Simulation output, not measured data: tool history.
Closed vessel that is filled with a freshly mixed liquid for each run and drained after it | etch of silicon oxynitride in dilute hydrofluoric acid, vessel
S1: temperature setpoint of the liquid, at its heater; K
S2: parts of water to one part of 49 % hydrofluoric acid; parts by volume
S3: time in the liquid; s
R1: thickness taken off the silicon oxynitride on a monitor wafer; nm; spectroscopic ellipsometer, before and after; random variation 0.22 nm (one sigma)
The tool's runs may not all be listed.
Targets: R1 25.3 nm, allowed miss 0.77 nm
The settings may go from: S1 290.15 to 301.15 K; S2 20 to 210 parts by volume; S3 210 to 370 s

run 1 hour=0 | S1=293.15 S2=115 S3=370 | R1=7.3559
run 2 hour=1 | S1=293.15 S2=90 S3=370 | R1=9.5773
run 3 hour=7.5 | S1=293.15 S2=65 S3=370 | R1=13.431
run 4 hour=16 | S1=291.65 S2=65 S3=370 | R1=12.566
run 5 hour=24.1 | S1=291.65 S2=50 S3=370 | R1=16.473
run 6 hour=27 | S1=294.15 S2=50 S3=370 | R1=18.695
run 7 hour=32.8 | S1=294.65 S2=50 S3=370 | R1=19.258
run 8 hour=37.9 | S1=298.65 S2=50 S3=370 | R1=22.836

Which of these 4 next moves meets every target?
run A hour=43 | S1=298.15 S2=50 S3=370 | R1=?
run B hour=43 | S1=296.15 S2=50 S3=370 | R1=?
run C hour=43 | S1=299.15 S2=45 S3=355 | R1=?
run D hour=43 | S1=296.65 S2=40 S3=330 | R1=?

move=A R1=22.676
move=B R1=20.568
move=C R1=25.48
move=D R1=23.684
A: further off than the last run
B: further off than the last run
C: meets every target
D: nearer than the last run, and not there yet
Move C is the one to make.
